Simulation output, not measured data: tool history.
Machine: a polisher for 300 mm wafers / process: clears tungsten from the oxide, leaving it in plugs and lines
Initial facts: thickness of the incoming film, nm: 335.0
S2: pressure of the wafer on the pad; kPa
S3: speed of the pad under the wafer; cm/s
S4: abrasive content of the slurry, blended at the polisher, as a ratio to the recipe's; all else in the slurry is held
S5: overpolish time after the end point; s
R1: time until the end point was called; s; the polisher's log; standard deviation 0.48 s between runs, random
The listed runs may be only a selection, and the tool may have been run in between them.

Run 1, day 0: flow of slurry (ml/min) 165, S2 23.4 kPa, S3 98 cm/s, S4 1, S5 4 s. Result: R1 78.119 s.
Run 2, day 0.208: flow of slurry (ml/min) 165, S2 23.4 kPa, S3 98 cm/s, S4 0.9, S5 4 s. Result: R1 81.3 s.
Run 3, day 0.575: flow of slurry (ml/min) 165, S2 24.8 kPa, S3 98 cm/s, S4 0.9, S5 4 s. Result: R1 76.249 s.
Run 4, day 0.754: flow of slurry (ml/min) 165, S2 26.2 kPa, S3 98 cm/s, S4 0.9, S5 4 s. Result: R1 71.026 s.
Run 5, day 1.012: flow of slurry (ml/min) 165, S2 26.2 kPa, S3 98 cm/s, S4 0.8, S5 4 s. Result: R1 73.177 s.
Run 6, day 1.167: flow of slurry (ml/min) 165, S2 27.6 kPa, S3 98 cm/s, S4 0.8, S5 4 s. Result: R1 69.741 s.

For run 7, what comes out?
At day 1.312: slurry blender recalibrated.
Run 7, day 1.312: flow of slurry (ml/min) 165, S2 27.6 kPa, S3 98 cm/s, S4 0.8, S5 4 s. Result: R1 ?.

R1: 64.045 s
